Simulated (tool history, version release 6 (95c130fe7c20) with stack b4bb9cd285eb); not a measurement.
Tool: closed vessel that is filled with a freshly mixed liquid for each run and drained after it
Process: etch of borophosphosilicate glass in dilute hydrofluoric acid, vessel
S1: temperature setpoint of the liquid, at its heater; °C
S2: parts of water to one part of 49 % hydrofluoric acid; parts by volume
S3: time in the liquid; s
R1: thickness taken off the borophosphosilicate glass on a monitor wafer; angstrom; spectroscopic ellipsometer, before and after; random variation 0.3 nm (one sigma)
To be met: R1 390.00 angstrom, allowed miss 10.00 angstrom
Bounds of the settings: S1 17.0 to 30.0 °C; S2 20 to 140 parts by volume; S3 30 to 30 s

Run 1, hour 0.0: S1 22.0 °C, S2 75 parts by volume, S3 30 s. Result: R1 168.49 angstrom.
Run 2, hour 1.5: S1 23.5 °C, S2 70 parts by volume, S3 30 s. Result: R1 193.25 angstrom.
Run 3, hour 3.6: S1 24.5 °C, S2 65 parts by volume, S3 30 s. Result: R1 218.99 angstrom.
Run 4, hour 10.0: S1 24.5 °C, S2 65 parts by volume, S3 30 s. Result: R1 220.81 angstrom.
Run 5, hour 14.9: S1 24.5 °C, S2 65 parts by volume, S3 30 s. Result: R1 220.68 angstrom.
Run 6, hour 19.9: S1 24.5 °C, S2 80 parts by volume, S3 30 s. Result: R1 173.01 angstrom.
Run 7, hour 23.3: S1 25.5 °C, S2 75 parts by volume, S3 30 s. Result: R1 195.27 angstrom.
Run 8, hour 28.8: S1 26.5 °C, S2 70 parts by volume, S3 30 s. Result: R1 216.78 angstrom.
Run 9, hour 32.9: S1 26.5 °C, S2 70 parts by volume, S3 30 s. Result: R1 222.36 angstrom.
Run 10, hour 37.8: S1 27.0 °C, S2 65 parts by volume, S3 30 s. Result: R1 241.71 angstrom.

Which of these 4 next moves meets every target?
Run A, hour 42.7: S1 29.0 °C, S2 50 parts by volume, S3 30 s. Result: R1 ?.
Run B, hour 42.7: S1 19.0 °C, S2 30 parts by volume, S3 30 s. Result: R1 ?.
Run C, hour 42.7: S1 28.0 °C, S2 50 parts by volume, S3 30 s. Result: R1 ?.
Run D, hour 42.7: S1 28.5 °C, S2 35 parts by volume, S3 30 s. Result: R1 ?.

move      R1
   A  347.32
   B  392.67
   C  333.79
   D  497.48
A: nearer than the last run, and not there yet
B: meets every target
C: nearer than the last run, and not there yet
D: takes the result that was furthest off past its target
Move B is the one to make.
